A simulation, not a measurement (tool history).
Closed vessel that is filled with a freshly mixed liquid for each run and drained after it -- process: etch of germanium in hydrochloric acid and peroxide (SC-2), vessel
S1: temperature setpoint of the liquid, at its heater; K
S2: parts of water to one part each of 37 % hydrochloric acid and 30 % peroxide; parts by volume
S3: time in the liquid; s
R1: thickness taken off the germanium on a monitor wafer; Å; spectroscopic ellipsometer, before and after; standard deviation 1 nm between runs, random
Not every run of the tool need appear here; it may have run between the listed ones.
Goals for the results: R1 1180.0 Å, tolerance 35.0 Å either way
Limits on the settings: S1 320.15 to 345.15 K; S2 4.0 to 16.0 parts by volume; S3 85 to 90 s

run 1 hour=0.0 | S1=336.15 S2=9.0 S3=85 | R1=1673.6
run 2 hour=2.6 | S1=334.15 S2=9.0 S3=85 | R1=1596.7
run 3 hour=6.8 | S1=334.15 S2=9.0 S3=90 | R1=1660.9
run 4 hour=15.5 | S1=340.15 S2=9.0 S3=90 | R1=2003.3
run 5 hour=17.7 | S1=340.15 S2=9.0 S3=90 | R1=1958.5
run 6 hour=24.0 | S1=340.15 S2=6.0 S3=90 | R1=2081.8
run 7 hour=32.5 | S1=340.15 S2=6.0 S3=90 | R1=2042.2
run 8 hour=37.5 | S1=336.65 S2=6.5 S3=90 | R1=1842.2
run 9 hour=40.2 | S1=334.15 S2=6.5 S3=90 | R1=1726.2
run 10 hour=41.2 | S1=331.65 S2=6.5 S3=90 | R1=1582.9
run 11 hour=48.7 | S1=330.15 S2=6.5 S3=90 | R1=1520.7
run 12 hour=53.3 | S1=328.65 S2=6.5 S3=90 | R1=1466.6
run 13 hour=55.0 | S1=327.15 S2=6.5 S3=90 | R1=1394.6
run 14 hour=63.7 | S1=326.15 S2=6.5 S3=90 | R1=1365.2
-- hour=70.3 new drum of peroxide connected
run 15 hour=70.3 | S1=325.15 S2=6.5 S3=90 | R1=1304.3

Exercise: of the 5 proposed moves below, exactly one satisfies all targets within the stated allowed misses. Which move is it?
run A hour=76.9 | S1=329.65 S2=8.0 S3=90 | R1=?
run B hour=76.9 | S1=323.65 S2=6.5 S3=85 | R1=?
run C hour=76.9 | S1=325.65 S2=4.0 S3=90 | R1=?
run D hour=76.9 | S1=329.65 S2=6.0 S3=90 | R1=?
run E hour=76.9 | S1=327.15 S2=4.0 S3=85 | R1=?

move=A R1=1480.8
move=B R1=1175.2
move=C R1=1343.9
move=D R1=1506.6
move=E R1=1331.0
A: misses by more than the last run did
B: hits every target within its allowed miss
C: misses by more than the last run did
D: misses by more than the last run did
E: misses by more than the last run did
The right move is B.
